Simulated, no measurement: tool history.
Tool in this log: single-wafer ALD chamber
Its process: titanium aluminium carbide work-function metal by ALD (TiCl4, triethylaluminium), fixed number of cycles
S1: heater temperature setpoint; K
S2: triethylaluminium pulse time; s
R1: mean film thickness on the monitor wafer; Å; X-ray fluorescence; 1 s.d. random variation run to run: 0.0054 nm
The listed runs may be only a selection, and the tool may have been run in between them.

run 1 day=0 | S1=573.15 S2=12 | R1=21.232
run 2 day=0.242 | S1=575.15 S2=12.16 | R1=21.394
run 3 day=0.496 | S1=577.15 S2=12.31 | R1=21.616
run 4 day=0.854 | S1=577.15 S2=15.14 | R1=21.752
run 5 day=1.167 | S1=569.15 S2=15.14 | R1=21.111
run 6 day=1.35 | S1=572.15 S2=15.37 | R1=21.385
run 7 day=1.396 | S1=574.15 S2=15.54 | R1=21.585
run 8 day=1.521 | S1=576.15 S2=15.67 | R1=21.682
run 9 day=1.862 | S1=578.15 S2=15.78 | R1=21.806

Run 10 is up next; what results do you expect?
run 10 day=2.162 | S1=579.15 S2=15.87 | R1=?

R1: 21.955 Å

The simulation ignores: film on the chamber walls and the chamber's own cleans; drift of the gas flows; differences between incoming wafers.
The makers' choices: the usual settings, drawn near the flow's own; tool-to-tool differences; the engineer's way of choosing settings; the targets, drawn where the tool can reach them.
